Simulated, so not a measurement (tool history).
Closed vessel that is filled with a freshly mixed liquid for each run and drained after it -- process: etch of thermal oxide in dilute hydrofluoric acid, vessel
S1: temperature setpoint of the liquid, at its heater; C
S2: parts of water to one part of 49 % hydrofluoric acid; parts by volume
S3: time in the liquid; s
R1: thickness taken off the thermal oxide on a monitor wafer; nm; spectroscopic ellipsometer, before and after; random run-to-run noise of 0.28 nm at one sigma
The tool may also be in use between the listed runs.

run 1 hour=0 | S1=24 S2=120 S3=310 | R1=10.196
run 2 hour=1.4 | S1=26 S2=95 S3=310 | R1=14.363
run 3 hour=3 | S1=27.5 S2=80 S3=310 | R1=18.603
run 4 hour=11.2 | S1=27.5 S2=80 S3=310 | R1=18.243
run 5 hour=17.5 | S1=28.5 S2=70 S3=310 | R1=22.236
run 6 hour=24.2 | S1=31 S2=70 S3=310 | R1=24.383
-- hour=29.5 hydrofluoric acid flow meter replaced
run 7 hour=29.5 | S1=32 S2=45 S3=310 | R1=47.115

Estimate the outcome of run 8 from the log above:
run 8 hour=35.5 | S1=30 S2=45 S3=310 | R1=?

{"run 8": {"R1": 43.506}}

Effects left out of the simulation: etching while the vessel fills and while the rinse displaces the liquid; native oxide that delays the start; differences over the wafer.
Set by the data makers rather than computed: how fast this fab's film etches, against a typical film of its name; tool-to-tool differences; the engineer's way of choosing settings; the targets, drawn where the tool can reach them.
